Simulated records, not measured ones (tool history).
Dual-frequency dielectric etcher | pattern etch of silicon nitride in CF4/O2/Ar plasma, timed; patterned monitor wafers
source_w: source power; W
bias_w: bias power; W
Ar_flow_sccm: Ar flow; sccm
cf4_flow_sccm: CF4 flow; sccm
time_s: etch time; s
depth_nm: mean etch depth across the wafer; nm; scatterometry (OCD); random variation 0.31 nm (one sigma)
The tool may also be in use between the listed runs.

run	hour	source_w	bias_w	Ar_flow_sccm	cf4_flow_sccm	time_s	depth_nm
1	0.0	600	39	71	77	71	171.78
2	4.4	570	39	71	77	71	163.05
3	9.0	550	39	71	77	71	157.92
4	9.7	530	39	71	77	71	152.54
5	15.1	510	39	71	77	71	145.88
6	18.8	500	39	71	77	71	144.02

Run 7 comes next. What will it give?
7	24.8	410	38	71	77	71	?

{"run 7": {"depth_nm": 117.07}}

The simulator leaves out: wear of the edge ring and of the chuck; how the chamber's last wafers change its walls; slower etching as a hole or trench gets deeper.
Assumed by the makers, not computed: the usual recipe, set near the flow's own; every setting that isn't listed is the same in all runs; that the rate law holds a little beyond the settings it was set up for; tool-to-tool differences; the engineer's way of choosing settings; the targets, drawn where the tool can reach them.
